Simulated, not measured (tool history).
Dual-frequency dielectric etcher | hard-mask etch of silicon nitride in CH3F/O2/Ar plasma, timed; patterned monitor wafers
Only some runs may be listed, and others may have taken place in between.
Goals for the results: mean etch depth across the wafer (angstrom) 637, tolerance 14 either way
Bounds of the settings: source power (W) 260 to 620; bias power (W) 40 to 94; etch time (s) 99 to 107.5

| run | hour | source power (W) | bias power (W) | etch time (s) | mean etch depth across the wafer (angstrom) |
|---|---|---|---|---|---|
| 1 | 0 | 440 | 67 | 107.5 | 761.93 |
| 2 | 2.6 | 440 | 73 | 107.5 | 783.87 |
| 3 | 7.7 | 470 | 73 | 107.5 | 814.41 |
| 4 | 10.5 | 470 | 73 | 107.5 | 807.69 |
| 5 | 16.2 | 420 | 73 | 107.5 | 768.88 |
| 6 | 21.1 | 500 | 73 | 107.5 | 828.57 |
| 7 | 29.3 | 440 | 68 | 106.5 | 760.54 |
| 8 | 30.7 | 440 | 68 | 106.5 | 756.1 |
| 9 | 33.4 | 390 | 67 | 106.5 | 717.4 |
| 10 | 40 | 360 | 66 | 106.5 | 695.85 |
|  | 43.1 | bias power generator calibrated |
| 11 | 43.1 | 270 | 62 | 106 | 590.13 |

Which of these 4 next moves meets every target?
| A | 46.2 | 260 | 58 | 101 | ? |
| B | 46.2 | 370 | 66 | 99 | ? |
| C | 46.2 | 260 | 63 | 101 | ? |
| D | 46.2 | 260 | 58 | 99 | ? |

| move | mean etch depth across the wafer (angstrom) |
|---|---|
| A | 542.15 |
| B | 642.41 |
| C | 558.71 |
| D | 531.41 |
A: further off than the last run
B: all results land within tolerance of their targets
C: further off than the last run
D: further off than the last run
Correct choice: B, which meets every target
